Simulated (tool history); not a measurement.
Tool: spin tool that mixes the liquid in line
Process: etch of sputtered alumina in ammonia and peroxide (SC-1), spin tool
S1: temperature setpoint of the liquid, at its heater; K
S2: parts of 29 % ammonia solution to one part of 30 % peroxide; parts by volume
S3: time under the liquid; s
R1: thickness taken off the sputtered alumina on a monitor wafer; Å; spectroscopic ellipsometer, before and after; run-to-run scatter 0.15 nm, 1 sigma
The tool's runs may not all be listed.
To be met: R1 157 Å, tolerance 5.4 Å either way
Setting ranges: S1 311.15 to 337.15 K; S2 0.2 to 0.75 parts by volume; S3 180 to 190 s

run 1 day=0 | S1=321.15 S2=0.45 S3=180 | R1=91.639
run 2 day=0.321 | S1=321.15 S2=0.4 S3=180 | R1=91.927
run 3 day=0.6 | S1=323.65 S2=0.4 S3=180 | R1=105.83
run 4 day=0.862 | S1=323.65 S2=0.4 S3=180 | R1=105.59
run 5 day=1.008 | S1=328.15 S2=0.4 S3=180 | R1=133.1
run 6 day=1.329 | S1=329.15 S2=0.4 S3=180 | R1=141.16
run 7 day=1.454 | S1=329.65 S2=0.4 S3=180 | R1=144.89
run 8 day=1.562 | S1=330.15 S2=0.4 S3=180 | R1=147.28

Of the 5 settings listed for the next run, only one would bring every result within its allowed miss of target. Which one?
run A day=1.671 | S1=330.15 S2=0.2 S3=180 | R1=?
run B day=1.671 | S1=331.15 S2=0.45 S3=180 | R1=?
run C day=1.671 | S1=328.65 S2=0.45 S3=180 | R1=?
run D day=1.671 | S1=329.65 S2=0.4 S3=180 | R1=?
run E day=1.671 | S1=328.15 S2=0.5 S3=180 | R1=?

move=A R1=137.4
move=B R1=156.38
move=C R1=137.14
move=D R1=142.96
move=E R1=134.89
A: further off than the last run
B: every result within its allowed miss
C: further off than the last run
D: further off than the last run
E: further off than the last run
So the answer is move B, the one that meets all the targets.

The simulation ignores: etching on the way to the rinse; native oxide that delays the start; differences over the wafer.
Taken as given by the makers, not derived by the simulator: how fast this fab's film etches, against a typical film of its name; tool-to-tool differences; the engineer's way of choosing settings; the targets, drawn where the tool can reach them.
